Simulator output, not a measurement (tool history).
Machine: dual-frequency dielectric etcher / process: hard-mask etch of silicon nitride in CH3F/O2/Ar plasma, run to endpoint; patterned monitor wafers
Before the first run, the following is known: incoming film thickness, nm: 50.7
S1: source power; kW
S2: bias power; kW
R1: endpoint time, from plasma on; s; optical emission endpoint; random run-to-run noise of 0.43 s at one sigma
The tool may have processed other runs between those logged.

{"run": 1, "hour": 0.0, "S1": 0.3, "S2": 0.076, "R1": 74.479}
{"run": 2, "hour": 4.9, "S1": 0.32, "S2": 0.08, "R1": 71.193}
{"run": 3, "hour": 6.4, "S1": 0.32, "S2": 0.092, "R1": 66.031}
{"run": 4, "hour": 14.3, "S1": 0.28, "S2": 0.092, "R1": 69.97}
{"run": 5, "hour": 19.6, "S1": 0.28, "S2": 0.097, "R1": 69.087}
{"run": 6, "hour": 22.2, "S1": 0.28, "S2": 0.088, "R1": 71.884}
{"run": 7, "hour": 29.5, "S1": 0.3, "S2": 0.089, "R1": 69.253}

Predict the results of run 8:
{"run": 8, "hour": 37.1, "S1": 0.32, "S2": 0.09, "R1": "?"}

R1: 66.489 s
